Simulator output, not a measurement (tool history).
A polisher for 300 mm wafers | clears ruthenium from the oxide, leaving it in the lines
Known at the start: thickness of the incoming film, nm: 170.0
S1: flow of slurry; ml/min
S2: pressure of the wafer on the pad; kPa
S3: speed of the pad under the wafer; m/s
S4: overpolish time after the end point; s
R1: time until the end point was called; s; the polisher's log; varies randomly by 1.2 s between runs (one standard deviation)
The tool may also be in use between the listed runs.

{"run": 1, "hour": 0.0, "S1": 140, "S2": 17.2, "S3": 1.24, "S4": 11, "R1": 107.25}
{"run": 2, "hour": 3.0, "S1": 140, "S2": 17.2, "S3": 1.06, "S4": 11, "R1": 115.39}
{"run": 3, "hour": 6.9, "S1": 140, "S2": 20.7, "S3": 1.06, "S4": 11, "R1": 98.684}
{"run": 4, "hour": 7.8, "S1": 135, "S2": 19.3, "S3": 1.06, "S4": 11, "R1": 105.03}
{"run": 5, "hour": 13.0, "S1": 135, "S2": 17.9, "S3": 1.06, "S4": 11, "R1": 113.38}
{"run": 6, "hour": 15.9, "S1": 130, "S2": 17.2, "S3": 1.06, "S4": 11, "R1": 117.87}
{"run": 7, "hour": 17.9, "S1": 130, "S2": 16.5, "S3": 1.06, "S4": 11, "R1": 121.35}

Forecast run 8:
{"run": 8, "hour": 25.0, "S1": 130, "S2": 15.9, "S3": 1.06, "S4": 11, "R1": "?"}

Run 8 produced R1 127.54 s.
